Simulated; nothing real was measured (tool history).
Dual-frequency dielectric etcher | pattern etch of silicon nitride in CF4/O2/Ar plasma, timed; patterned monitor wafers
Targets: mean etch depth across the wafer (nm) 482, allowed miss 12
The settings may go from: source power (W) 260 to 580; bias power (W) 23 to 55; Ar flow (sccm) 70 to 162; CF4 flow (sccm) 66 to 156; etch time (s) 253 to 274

run	day	source power (W)	bias power (W)	Ar flow (sccm)	CF4 flow (sccm)	etch time (s)	mean etch depth across the wafer (nm)
1	0	420	39	116	111	274	385.04
2	0.133	420	39	116	127	274	393.99
3	0.304	420	44	116	127	274	408.29
4	0.342	420	44	116	139	274	414.85
5	0.612	440	44	116	139	274	437.9
6	0.896	450	44	116	139	274	446.71
7	1.138	460	44	116	139	274	451.49
8	1.438	470	44	116	139	274	460.02
9	1.658	470	44	116	139	274	457.51

Which of these 5 next moves meets every target?
A	1.879	450	45	114	141	274	?
B	1.879	470	42	111	147	274	?
C	1.879	500	41	99	144	259	?
D	1.879	520	41	133	151	269	?
E	1.879	490	40	113	144	266.5	?

move	mean etch depth across the wafer (nm)
A	444.8
B	455.03
C	455.65
D	479.08
E	450.4
A: further off than the last run
B: further off than the last run
C: further off than the last run
D: meets every target
E: further off than the last run
Answer: D

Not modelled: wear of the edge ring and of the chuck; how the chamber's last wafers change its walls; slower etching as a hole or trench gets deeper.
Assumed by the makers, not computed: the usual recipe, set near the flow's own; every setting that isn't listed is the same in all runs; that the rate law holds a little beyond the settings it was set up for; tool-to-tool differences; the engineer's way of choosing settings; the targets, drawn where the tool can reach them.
